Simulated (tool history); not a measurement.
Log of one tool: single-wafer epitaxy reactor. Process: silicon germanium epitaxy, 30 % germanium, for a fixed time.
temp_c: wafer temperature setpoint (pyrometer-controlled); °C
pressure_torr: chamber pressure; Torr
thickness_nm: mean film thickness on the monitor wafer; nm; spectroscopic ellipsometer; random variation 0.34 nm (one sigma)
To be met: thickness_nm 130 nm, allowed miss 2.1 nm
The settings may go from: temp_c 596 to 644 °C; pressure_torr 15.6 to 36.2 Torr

{"run": 1, "hour": 0.0, "temp_c": 620, "pressure_torr": 25.9, "thickness_nm": 102.52}
{"run": 2, "hour": 1.4, "temp_c": 620, "pressure_torr": 24, "thickness_nm": 98.406}
{"run": 3, "hour": 5.5, "temp_c": 620, "pressure_torr": 26.1, "thickness_nm": 102.79}
{"run": 4, "hour": 9.6, "temp_c": 625, "pressure_torr": 26.2, "thickness_nm": 113.51}
{"run": 5, "hour": 12.8, "temp_c": 634, "pressure_torr": 26.2, "thickness_nm": 134.63}
{"run": 6, "hour": 15.3, "temp_c": 644, "pressure_torr": 26.2, "thickness_nm": 163.74}
{"run": 7, "hour": 23.7, "temp_c": 640, "pressure_torr": 26.1, "thickness_nm": 151.68}
{"run": 8, "hour": 26.3, "temp_c": 637, "pressure_torr": 26.1, "thickness_nm": 142.51}
{"run": 9, "hour": 29.6, "temp_c": 635, "pressure_torr": 26.1, "thickness_nm": 137.66}
{"run": 10, "hour": 38.0, "temp_c": 634, "pressure_torr": 26.1, "thickness_nm": 134.61}
{"run": 11, "hour": 45.1, "temp_c": 633, "pressure_torr": 26.1, "thickness_nm": 132.76}

Which of these 5 next moves meets every target?
{"run": "A", "hour": 52.2, "temp_c": 628, "pressure_torr": 32.8, "thickness_nm": "?"}
{"run": "B", "hour": 52.2, "temp_c": 632, "pressure_torr": 28.4, "thickness_nm": "?"}
{"run": "C", "hour": 52.2, "temp_c": 637, "pressure_torr": 23.8, "thickness_nm": "?"}
{"run": "D", "hour": 52.2, "temp_c": 634, "pressure_torr": 24.4, "thickness_nm": "?"}
{"run": "E", "hour": 52.2, "temp_c": 632, "pressure_torr": 28.8, "thickness_nm": "?"}

move=A thickness_nm=134.19
move=B thickness_nm=135.27
move=C thickness_nm=136.27
move=D thickness_nm=130.32
move=E thickness_nm=136.2
A: further off than the last run
B: further off than the last run
C: further off than the last run
D: meets every target
E: further off than the last run
Move D is the one to make.
